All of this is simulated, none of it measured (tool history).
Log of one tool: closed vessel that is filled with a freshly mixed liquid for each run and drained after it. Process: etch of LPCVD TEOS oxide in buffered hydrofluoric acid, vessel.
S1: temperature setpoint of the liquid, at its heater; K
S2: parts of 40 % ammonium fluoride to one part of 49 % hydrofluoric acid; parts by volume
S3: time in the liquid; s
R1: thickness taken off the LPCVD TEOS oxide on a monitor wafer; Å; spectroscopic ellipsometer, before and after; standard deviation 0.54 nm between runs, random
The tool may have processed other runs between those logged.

run,hour,S1,S2,S3,R1
1,0,294.15,9.5,30,720.89
2,5.3,294.15,9.5,30,717.39
3,7,295.15,9.5,30,755.02
4,12.8,297.65,9.5,30,875.21
5,14.1,297.65,11.5,30,731.12
6,18,297.65,14.5,30,587.93

Run 7, settings as shown, results not yet in. Your forecast:
7,19,298.65,14,30,?

R1: 637.25 Å
